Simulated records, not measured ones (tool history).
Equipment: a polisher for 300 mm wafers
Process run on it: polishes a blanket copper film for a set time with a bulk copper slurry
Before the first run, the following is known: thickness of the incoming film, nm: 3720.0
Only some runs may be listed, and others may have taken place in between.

run,hour,flow of slurry (ml/min),pressure of the wafer on the pad (psi),speed of the pad under the wafer (cm/s),abrasive content of the slurry,polishing time (s),film removed (Å)
1,0,205,2.7,124,1,95,12543
2,7.7,200,2.6,124,1,95,12273
3,8.3,200,2.5,124,1,95,11648
4,9.5,200,2.8,124,1,95,12981
5,14.4,195,2.6,124,1,95,11918
6,16.1,195,2.6,124,1.2,95,12509
7,18.4,180,2.1,124,1.2,95,10295
8,25.5,180,2.1,124,1.2,95,10268

Forecast run 9:
9,28.6,185,2.1,124,1.2,95,?

film removed (Å): 10374

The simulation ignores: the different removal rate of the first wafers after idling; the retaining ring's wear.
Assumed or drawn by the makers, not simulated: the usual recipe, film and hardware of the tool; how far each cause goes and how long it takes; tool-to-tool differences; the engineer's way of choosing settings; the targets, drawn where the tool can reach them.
